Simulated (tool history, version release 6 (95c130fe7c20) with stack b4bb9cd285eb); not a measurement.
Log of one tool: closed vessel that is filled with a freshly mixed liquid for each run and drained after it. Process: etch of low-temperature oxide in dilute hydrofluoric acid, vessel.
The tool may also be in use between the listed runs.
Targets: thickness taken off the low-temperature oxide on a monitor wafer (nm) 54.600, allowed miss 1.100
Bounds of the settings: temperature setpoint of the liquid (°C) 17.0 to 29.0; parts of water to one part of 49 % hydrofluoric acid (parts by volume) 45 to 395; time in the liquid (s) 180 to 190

run  hour  temperature setpoint of the liquid (°C)  parts of water to one part of 49 % hydrofluoric acid (parts by volume)  time in the liquid (s)  thickness taken off the low-temperature oxide on a monitor wafer (nm)
  1   0.0                                     21.0                                                                     220                     180                                                                 22.592
  2   4.5                                     22.5                                                                     200                     180                                                                 26.873
  3   7.3                                     25.0                                                                     200                     180                                                                 29.823
  4  14.7                                     27.5                                                                     200                     180                                                                 32.482
  5  19.3                                     27.5                                                                     150                     180                                                                 45.835
  6  24.7                                     28.0                                                                     145                     180                                                                 48.779
  7  29.0                                     28.0                                                                     145                     180                                                                 48.988
  8  32.3                                     28.0                                                                     145                     180                                                                 48.695
  9  38.0                                     28.5                                                                     140                     180                                                                 51.716

5 next moves are on the table. One of them brings every result within its allowed miss. Which?
  A  43.7                                     29.0                                                                     135                     190                                                                      ?
  B  43.7                                     28.0                                                                     145                     180                                                                      ?
  C  43.7                                     29.0                                                                     155                     185                                                                      ?
  D  43.7                                     27.5                                                                     130                     180                                                                      ?
  E  43.7                                     27.5                                                                     130                     190                                                                      ?

move  thickness taken off the low-temperature oxide on a monitor wafer (nm)
   A                                                                 57.682
   B                                                                 48.413
   C                                                                 47.671
   D                                                                 54.023
   E                                                                 57.024
A: takes the result that was furthest off past its target
B: further off than the last run
C: further off than the last run
D: meets every target
E: takes the result that was furthest off past its target
Answer: D
